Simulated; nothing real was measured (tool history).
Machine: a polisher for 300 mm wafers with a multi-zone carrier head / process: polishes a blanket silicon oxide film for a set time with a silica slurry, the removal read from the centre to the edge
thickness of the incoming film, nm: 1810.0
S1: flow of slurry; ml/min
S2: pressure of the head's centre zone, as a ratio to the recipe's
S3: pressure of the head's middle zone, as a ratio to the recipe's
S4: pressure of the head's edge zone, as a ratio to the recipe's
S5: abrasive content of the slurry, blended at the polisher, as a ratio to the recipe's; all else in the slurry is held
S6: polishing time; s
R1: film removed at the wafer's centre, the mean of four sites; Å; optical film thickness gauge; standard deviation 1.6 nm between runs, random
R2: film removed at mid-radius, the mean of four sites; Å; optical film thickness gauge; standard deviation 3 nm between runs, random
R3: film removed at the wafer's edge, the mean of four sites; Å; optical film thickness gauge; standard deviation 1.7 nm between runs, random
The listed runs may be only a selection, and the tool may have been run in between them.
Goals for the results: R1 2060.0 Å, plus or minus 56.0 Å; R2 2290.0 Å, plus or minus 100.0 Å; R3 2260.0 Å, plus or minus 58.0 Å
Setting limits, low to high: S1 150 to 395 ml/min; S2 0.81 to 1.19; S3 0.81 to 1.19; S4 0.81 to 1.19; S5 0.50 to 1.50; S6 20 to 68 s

Run 1, hour 0.0: S1 250 ml/min, S2 1.00, S3 1.00, S4 1.00, S5 1.00, S6 44 s. Result: R1 1654.6 Å, R2 1638.8 Å, R3 1616.6 Å.
Run 2, hour 6.8: S1 255 ml/min, S2 0.99, S3 1.01, S4 1.03, S5 1.10, S6 44 s. Result: R1 1699.4 Å, R2 1702.6 Å, R3 1731.1 Å.
Run 3, hour 10.2: S1 260 ml/min, S2 0.99, S3 1.04, S4 1.05, S5 1.15, S6 44 s. Result: R1 1704.5 Å, R2 1783.0 Å, R3 1758.0 Å.
Run 4, hour 12.1: S1 260 ml/min, S2 0.99, S3 1.04, S4 1.05, S5 1.15, S6 51 s. Result: R1 2021.0 Å, R2 2066.3 Å, R3 2020.5 Å.
Run 5, hour 21.1: S1 260 ml/min, S2 0.99, S3 1.04, S4 1.05, S5 1.05, S6 51 s. Result: R1 1948.1 Å, R2 2023.4 Å, R3 1974.9 Å.
Run 6, hour 22.2: S1 270 ml/min, S2 0.99, S3 1.05, S4 1.07, S5 1.05, S6 51 s. Result: R1 1988.5 Å, R2 2006.9 Å, R3 2002.2 Å.
Run 7, hour 29.1: S1 270 ml/min, S2 0.99, S3 1.05, S4 1.07, S5 1.05, S6 51 s. Result: R1 1946.8 Å, R2 2036.4 Å, R3 2003.6 Å.
Run 8, hour 34.8: S1 280 ml/min, S2 0.99, S3 1.06, S4 1.09, S5 1.05, S6 51 s. Result: R1 1961.5 Å, R2 2021.5 Å, R3 2040.7 Å.
Run 9, hour 42.5: S1 315 ml/min, S2 0.97, S3 1.16, S4 1.17, S5 1.20, S6 51 s. Result: R1 2043.2 Å, R2 2287.4 Å, R3 2187.7 Å.

Which single option among these 5 for the next run brings every result within its allowed miss of target? Just one does.
Run A, hour 50.2: S1 395 ml/min, S2 0.95, S3 1.10, S4 1.19, S5 1.00, S6 55 s. Result: R1 ?, R2 ?, R3 ?.
Run B, hour 50.2: S1 360 ml/min, S2 1.03, S3 1.19, S4 1.10, S5 1.20, S6 49 s. Result: R1 ?, R2 ?, R3 ?.
Run C, hour 50.2: S1 340 ml/min, S2 1.00, S3 1.19, S4 1.15, S5 1.20, S6 49 s. Result: R1 ?, R2 ?, R3 ?.
Run D, hour 50.2: S1 305 ml/min, S2 0.90, S3 1.19, S4 1.17, S5 1.30, S6 51 s. Result: R1 ?, R2 ?, R3 ?.
Run E, hour 50.2: S1 330 ml/min, S2 0.90, S3 1.11, S4 1.19, S5 1.25, S6 51 s. Result: R1 ?, R2 ?, R3 ?.

move      R1      R2      R3
   A  2079.1  2336.8  2259.1
   B  2108.6  2354.2  2055.3
   C  2040.8  2342.8  2088.0
   D  1958.5  2479.9  2231.7
   E  1948.4  2322.8  2235.1
A: all results land within tolerance of their targets
B: the biggest miss grows against the last run
C: the biggest miss grows against the last run
D: brings the result that was furthest off to its target, and leaves another outside
E: brings the result that was furthest off to its target, and leaves another outside
Move A is the one to make.
